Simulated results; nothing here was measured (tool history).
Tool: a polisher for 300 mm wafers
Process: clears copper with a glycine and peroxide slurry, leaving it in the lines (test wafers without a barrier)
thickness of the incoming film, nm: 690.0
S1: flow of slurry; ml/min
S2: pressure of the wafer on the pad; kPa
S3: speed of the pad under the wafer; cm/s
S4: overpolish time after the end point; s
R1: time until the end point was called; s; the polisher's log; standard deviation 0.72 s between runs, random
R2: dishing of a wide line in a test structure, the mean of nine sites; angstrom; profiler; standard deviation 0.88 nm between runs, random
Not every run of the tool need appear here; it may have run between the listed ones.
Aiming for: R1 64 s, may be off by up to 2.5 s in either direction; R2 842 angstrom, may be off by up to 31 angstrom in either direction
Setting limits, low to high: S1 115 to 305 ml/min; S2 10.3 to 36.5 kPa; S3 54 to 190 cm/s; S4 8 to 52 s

run 1 hour=0 | S1=195 S2=23.4 S3=122 S4=26 | R1=84.753 R2=748.93
run 2 hour=2.5 | S1=195 S2=24.8 S3=122 S4=26 | R1=81.23 R2=757.1
run 3 hour=10.6 | S1=195 S2=26.2 S3=122 S4=26 | R1=78.338 R2=781.82
run 4 hour=13.7 | S1=225 S2=26.2 S3=122 S4=26 | R1=77.434 R2=764.58
run 5 hour=18 | S1=225 S2=20.7 S3=122 S4=26 | R1=90.25 R2=728.76
run 6 hour=20.4 | S1=225 S2=22.8 S3=122 S4=26 | R1=84.647 R2=753.28
run 7 hour=24.6 | S1=225 S2=24.8 S3=122 S4=26 | R1=77.653 R2=778.43
run 8 hour=30.3 | S1=235 S2=25.5 S3=122 S4=26 | R1=80.134 R2=770.42

Which single option among these 5 for the next run brings every result within its allowed miss of target? Just one does.
run A hour=36 | S1=275 S2=31.7 S3=140 S4=29 | R1=? R2=?
run B hour=36 | S1=240 S2=24.8 S3=166 S4=20 | R1=? R2=?
run C hour=36 | S1=195 S2=29.6 S3=152 S4=26 | R1=? R2=?
run D hour=36 | S1=260 S2=26.9 S3=88 S4=24 | R1=? R2=?
run E hour=36 | S1=175 S2=25.5 S3=158 S4=41 | R1=? R2=?

move=A R1=59.168 R2=857.37
move=B R1=61.313 R2=758.35
move=C R1=59.846 R2=830.49
move=D R1=100.68 R2=702.46
move=E R1=65.266 R2=853.58
A: carries the result that was furthest off beyond its target, to the other side
B: carries the result that was furthest off beyond its target, to the other side
C: carries the result that was furthest off beyond its target, to the other side
D: moves away from the targets compared with the last run
E: all results in spec
E meets every target.

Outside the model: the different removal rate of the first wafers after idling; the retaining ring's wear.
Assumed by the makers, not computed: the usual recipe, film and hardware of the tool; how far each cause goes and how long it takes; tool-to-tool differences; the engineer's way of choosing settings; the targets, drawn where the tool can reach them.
